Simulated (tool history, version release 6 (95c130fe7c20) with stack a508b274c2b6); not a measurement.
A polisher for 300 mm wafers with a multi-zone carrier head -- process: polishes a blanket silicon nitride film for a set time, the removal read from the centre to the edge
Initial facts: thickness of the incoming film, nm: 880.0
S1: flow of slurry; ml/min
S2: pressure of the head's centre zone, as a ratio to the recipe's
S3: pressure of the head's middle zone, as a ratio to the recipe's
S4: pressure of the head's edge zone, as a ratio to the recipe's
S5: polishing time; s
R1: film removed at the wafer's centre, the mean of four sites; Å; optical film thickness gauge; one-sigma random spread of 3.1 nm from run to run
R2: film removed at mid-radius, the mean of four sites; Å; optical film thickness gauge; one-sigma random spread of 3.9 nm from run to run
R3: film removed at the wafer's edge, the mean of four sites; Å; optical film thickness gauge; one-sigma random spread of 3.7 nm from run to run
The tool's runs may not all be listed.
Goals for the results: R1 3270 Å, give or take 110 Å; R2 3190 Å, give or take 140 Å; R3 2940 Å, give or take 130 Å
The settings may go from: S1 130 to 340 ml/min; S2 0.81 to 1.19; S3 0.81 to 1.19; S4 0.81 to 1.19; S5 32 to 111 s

{"run": 1, "hour": 0.0, "S1": 220, "S2": 1, "S3": 1, "S4": 1, "S5": 71, "R1": 2210.6, "R2": 2176.2, "R3": 2172.9}
{"run": 2, "hour": 5.2, "S1": 225, "S2": 1.03, "S3": 1.03, "S4": 1.02, "S5": 75, "R1": 2347.6, "R2": 2433.3, "R3": 2340}
{"run": 3, "hour": 8.9, "S1": 195, "S2": 1.03, "S3": 1.03, "S4": 1.02, "S5": 75, "R1": 2358.4, "R2": 2279.9, "R3": 2268}
{"run": 4, "hour": 17.8, "S1": 195, "S2": 1.03, "S3": 1.03, "S4": 1.1, "S5": 75, "R1": 2349.4, "R2": 2310.3, "R3": 2354.4}
{"run": 5, "hour": 24.4, "S1": 155, "S2": 1.03, "S3": 1.03, "S4": 1.1, "S5": 75, "R1": 2184.5, "R2": 2240, "R3": 2268.9}
{"run": 6, "hour": 31.0, "S1": 155, "S2": 1.03, "S3": 1.03, "S4": 1.06, "S5": 75, "R1": 2211.9, "R2": 2186.5, "R3": 2240.6}
{"run": 7, "hour": 38.8, "S1": 185, "S2": 1.06, "S3": 1.05, "S4": 1.08, "S5": 77, "R1": 2456.7, "R2": 2368.6, "R3": 2434.8}
{"run": 8, "hour": 45.7, "S1": 215, "S2": 1.07, "S3": 1.08, "S4": 1.06, "S5": 78, "R1": 2570, "R2": 2575.8, "R3": 2439.2}
{"run": 9, "hour": 52.8, "S1": 235, "S2": 1.09, "S3": 1.09, "S4": 1.08, "S5": 80, "R1": 2673, "R2": 2638.5, "R3": 2481.1}
{"run": 10, "hour": 60.9, "S1": 240, "S2": 1.1, "S3": 1.1, "S4": 1.08, "S5": 83, "R1": 2841.2, "R2": 2747.7, "R3": 2571.9}
{"run": 11, "hour": 62.4, "S1": 245, "S2": 1.1, "S3": 1.11, "S4": 1.09, "S5": 85, "R1": 2883.7, "R2": 2824, "R3": 2684.4}
{"run": 12, "hour": 62.9, "S1": 250, "S2": 1.11, "S3": 1.12, "S4": 1.09, "S5": 87, "R1": 2991.8, "R2": 2960.7, "R3": 2693.5}
{"run": 13, "hour": 71.9, "S1": 255, "S2": 1.11, "S3": 1.12, "S4": 1.1, "S5": 88, "R1": 3057.2, "R2": 2954.8, "R3": 2830.7}
{"run": 14, "hour": 79.1, "S1": 260, "S2": 1.12, "S3": 1.13, "S4": 1.1, "S5": 89, "R1": 3161.1, "R2": 3041.6, "R3": 2804.9}

5 candidate next runs follow, results not yet known. Just one meets every target within its allowed miss. Identify it.
{"run": "A", "hour": 86.3, "S1": 290, "S2": 1.1, "S3": 1.11, "S4": 1.06, "S5": 93, "R1": "?", "R2": "?", "R3": "?"}
{"run": "B", "hour": 86.3, "S1": 285, "S2": 1.11, "S3": 1.09, "S4": 1.1, "S5": 85, "R1": "?", "R2": "?", "R3": "?"}
{"run": "C", "hour": 86.3, "S1": 295, "S2": 1.19, "S3": 1.1, "S4": 0.92, "S5": 89, "R1": "?", "R2": "?", "R3": "?"}
{"run": "D", "hour": 86.3, "S1": 245, "S2": 1.17, "S3": 1.06, "S4": 1.02, "S5": 85, "R1": "?", "R2": "?", "R3": "?"}
{"run": "E", "hour": 86.3, "S1": 265, "S2": 1.19, "S3": 1.08, "S4": 1.19, "S5": 87, "R1": "?", "R2": "?", "R3": "?"}

move=A R1=3259.3 R2=3252.8 R3=2957.6
move=B R1=2996.3 R2=2921.4 R3=2737.7
move=C R1=3350.4 R2=3093.5 R3=2696.6
move=D R1=3077.7 R2=2802.4 R3=2628.6
move=E R1=3232.4 R2=2941.5 R3=2871.1
A: in spec on every target
B: the biggest miss grows against the last run
C: brings the result that was furthest off to its target, and leaves another outside
D: the biggest miss grows against the last run
E: the biggest miss grows against the last run
Correct choice: A, which meets every target
